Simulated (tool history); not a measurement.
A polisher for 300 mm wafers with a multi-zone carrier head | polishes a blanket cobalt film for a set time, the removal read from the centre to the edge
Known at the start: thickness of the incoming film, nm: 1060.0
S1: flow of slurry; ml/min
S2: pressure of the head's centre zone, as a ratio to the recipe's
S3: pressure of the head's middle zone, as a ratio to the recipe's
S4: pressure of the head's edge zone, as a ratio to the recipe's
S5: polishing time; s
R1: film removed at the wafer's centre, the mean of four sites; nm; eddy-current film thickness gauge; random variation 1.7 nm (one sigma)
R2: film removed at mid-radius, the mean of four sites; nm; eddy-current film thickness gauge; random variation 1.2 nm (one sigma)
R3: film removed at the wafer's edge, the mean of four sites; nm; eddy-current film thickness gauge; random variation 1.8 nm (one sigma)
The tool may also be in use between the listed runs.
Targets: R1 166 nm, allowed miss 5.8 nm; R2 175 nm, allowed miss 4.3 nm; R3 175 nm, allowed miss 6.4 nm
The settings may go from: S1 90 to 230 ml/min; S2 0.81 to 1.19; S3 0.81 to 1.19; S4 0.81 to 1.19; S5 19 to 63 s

run,hour,S1,S2,S3,S4,S5,R1,R2,R3
1,0,150,1,1,1,41,276.62,281.88,290.51
2,2.6,150,1,0.95,1,41,273.05,277.02,281.06
3,10.8,145,0.99,0.94,0.99,40,270.59,263.66,281.5
4,14.2,145,0.99,0.94,1.04,40,270.56,266.81,286.79
5,14.7,145,0.99,0.94,1.09,40,264.31,266.1,289.5
# hour 20: edge zone pressure recalibrated
6,20,145,0.99,0.94,1.15,40,266.35,266.55,284.27
7,27.7,145,0.99,0.95,1.15,38,258.31,253.84,272.67
8,30.8,145,0.98,0.96,1.15,36,244.24,242.9,259.04
9,31.7,145,0.97,0.97,1.15,34,225.2,226.98,244.31
10,36.4,115,0.87,0.91,1.05,26,143.79,161.47,174.91
11,39.7,120,0.88,0.92,1.04,26,151.13,161.59,170.16
12,45.7,160,0.88,0.97,1.07,26,157.08,178.59,184.44
13,51.2,160,0.89,0.97,1.06,26,160.35,178.07,179.73

Which of these 5 next moves meets every target?
A,56.7,145,0.91,1.12,1.11,24,?,?,?
B,56.7,180,0.89,0.94,1.1,25,?,?,?
C,56.7,185,0.94,0.98,1.05,25,?,?,?
D,56.7,195,0.98,1.15,1.02,24,?,?,?
E,56.7,145,0.86,0.84,1.19,27,?,?,?

move,R1,R2,R3
A,147.33,169.15,164.94
B,156.04,168.26,175.67
C,165.66,172.1,172.09
D,167.36,179.54,163.57
E,156.4,167.14,192.74
A: further off than the last run
B: further off than the last run
C: meets every target
D: brings the result that was furthest off to its target, and leaves another outside
E: further off than the last run
Answer: C

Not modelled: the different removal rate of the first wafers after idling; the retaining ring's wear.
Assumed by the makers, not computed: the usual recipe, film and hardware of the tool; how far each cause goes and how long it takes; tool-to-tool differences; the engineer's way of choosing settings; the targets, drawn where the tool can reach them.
